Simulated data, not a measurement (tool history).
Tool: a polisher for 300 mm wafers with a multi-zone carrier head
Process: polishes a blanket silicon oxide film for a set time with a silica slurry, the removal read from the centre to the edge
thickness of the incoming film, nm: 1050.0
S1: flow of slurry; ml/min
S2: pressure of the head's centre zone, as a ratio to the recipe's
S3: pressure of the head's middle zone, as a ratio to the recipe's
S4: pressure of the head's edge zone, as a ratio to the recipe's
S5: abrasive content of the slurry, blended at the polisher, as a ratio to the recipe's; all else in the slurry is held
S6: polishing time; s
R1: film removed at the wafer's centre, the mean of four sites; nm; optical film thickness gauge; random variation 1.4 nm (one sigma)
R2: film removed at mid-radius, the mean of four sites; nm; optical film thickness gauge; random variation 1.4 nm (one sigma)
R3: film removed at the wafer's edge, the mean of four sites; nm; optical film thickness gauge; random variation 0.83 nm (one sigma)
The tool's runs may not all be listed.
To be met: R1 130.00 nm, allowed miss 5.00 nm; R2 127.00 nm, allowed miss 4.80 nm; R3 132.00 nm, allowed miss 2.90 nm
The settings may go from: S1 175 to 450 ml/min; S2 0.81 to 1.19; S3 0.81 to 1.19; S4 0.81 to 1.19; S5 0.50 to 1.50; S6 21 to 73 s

Run 1, hour 0.0: S1 290 ml/min, S2 1.00, S3 1.00, S4 1.00, S5 1.00, S6 47 s. Result: R1 181.20 nm, R2 179.87 nm, R3 173.89 nm.
Run 2, hour 5.8: S1 285 ml/min, S2 0.99, S3 0.98, S4 0.99, S5 0.95, S6 47 s. Result: R1 174.80 nm, R2 169.37 nm, R3 169.54 nm.
Run 3, hour 12.3: S1 285 ml/min, S2 0.98, S3 0.98, S4 0.98, S5 0.90, S6 47 s. Result: R1 171.46 nm, R2 167.01 nm, R3 164.07 nm.
Run 4, hour 19.8: S1 285 ml/min, S2 0.98, S3 0.91, S4 0.98, S5 0.90, S6 47 s. Result: R1 170.99 nm, R2 158.57 nm, R3 163.58 nm.
Run 5, hour 22.4: S1 285 ml/min, S2 0.98, S3 0.91, S4 0.89, S5 0.90, S6 47 s. Result: R1 169.61 nm, R2 159.13 nm, R3 155.86 nm.
Run 6, hour 23.2: S1 285 ml/min, S2 0.98, S3 0.94, S4 0.89, S5 0.90, S6 47 s. Result: R1 167.90 nm, R2 163.72 nm, R3 156.51 nm.
Run 7, hour 30.2: S1 280 ml/min, S2 0.97, S3 0.93, S4 0.89, S5 0.85, S6 47 s. Result: R1 160.51 nm, R2 158.13 nm, R3 152.75 nm.
Run 8, hour 37.0: S1 275 ml/min, S2 0.96, S3 0.92, S4 0.89, S5 0.80, S6 47 s. Result: R1 156.92 nm, R2 153.89 nm, R3 149.73 nm.
Run 9, hour 44.7: S1 275 ml/min, S2 0.96, S3 0.92, S4 0.89, S5 0.80, S6 47 s. Result: R1 156.19 nm, R2 149.81 nm, R3 147.95 nm.
At hour 52.6: edge zone pressure recalibrated.
Run 10, hour 52.6: S1 270 ml/min, S2 0.95, S3 0.91, S4 0.88, S5 0.80, S6 47 s. Result: R1 152.99 nm, R2 148.80 nm, R3 155.85 nm.
Run 11, hour 54.9: S1 270 ml/min, S2 0.95, S3 0.91, S4 0.87, S5 0.75, S6 47 s. Result: R1 153.97 nm, R2 144.07 nm, R3 151.18 nm.
Run 12, hour 60.7: S1 275 ml/min, S2 0.95, S3 0.92, S4 0.86, S5 0.75, S6 47 s. Result: R1 150.32 nm, R2 141.75 nm, R3 150.32 nm.
Run 13, hour 65.4: S1 265 ml/min, S2 0.95, S3 0.93, S4 0.85, S5 0.75, S6 47 s. Result: R1 150.51 nm, R2 148.08 nm, R3 148.95 nm.
Run 14, hour 72.4: S1 265 ml/min, S2 0.95, S3 0.93, S4 0.85, S5 0.70, S6 47 s. Result: R1 143.50 nm, R2 142.21 nm, R3 144.77 nm.
Run 15, hour 73.2: S1 245 ml/min, S2 0.94, S3 0.89, S4 0.81, S5 0.55, S6 47 s. Result: R1 126.62 nm, R2 119.95 nm, R3 125.64 nm.
Run 16, hour 78.8: S1 250 ml/min, S2 0.94, S3 0.89, S4 0.81, S5 0.55, S6 47 s. Result: R1 126.99 nm, R2 121.25 nm, R3 126.45 nm.
Run 17, hour 81.0: S1 255 ml/min, S2 0.94, S3 0.89, S4 0.81, S5 0.55, S6 47 s. Result: R1 127.73 nm, R2 122.63 nm, R3 125.47 nm.
Run 18, hour 85.1: S1 255 ml/min, S2 0.94, S3 0.89, S4 0.81, S5 0.55, S6 47 s. Result: R1 126.99 nm, R2 120.06 nm, R3 123.47 nm.

4 next moves are on the table. One of them brings every result within its allowed miss. Which?
Run A, hour 89.2: S1 305 ml/min, S2 1.03, S3 1.14, S4 0.81, S5 0.60, S6 39 s. Result: R1 ?, R2 ?, R3 ?.
Run B, hour 89.2: S1 270 ml/min, S2 0.92, S3 0.92, S4 0.81, S5 0.85, S6 38 s. Result: R1 ?, R2 ?, R3 ?.
Run C, hour 89.2: S1 235 ml/min, S2 0.96, S3 0.90, S4 0.88, S5 0.55, S6 44 s. Result: R1 ?, R2 ?, R3 ?.
Run D, hour 89.2: S1 175 ml/min, S2 0.94, S3 0.92, S4 0.85, S5 0.55, S6 50 s. Result: R1 ?, R2 ?, R3 ?.

move      R1      R2      R3
   A  124.56  131.86  109.46
   B  125.64  124.68  124.73
   C  121.98  114.01  120.98
   D  130.98  127.81  132.13
A: further off than the last run
B: nearer than the last run, and not there yet
C: further off than the last run
D: meets every target
Move D is the one to make.

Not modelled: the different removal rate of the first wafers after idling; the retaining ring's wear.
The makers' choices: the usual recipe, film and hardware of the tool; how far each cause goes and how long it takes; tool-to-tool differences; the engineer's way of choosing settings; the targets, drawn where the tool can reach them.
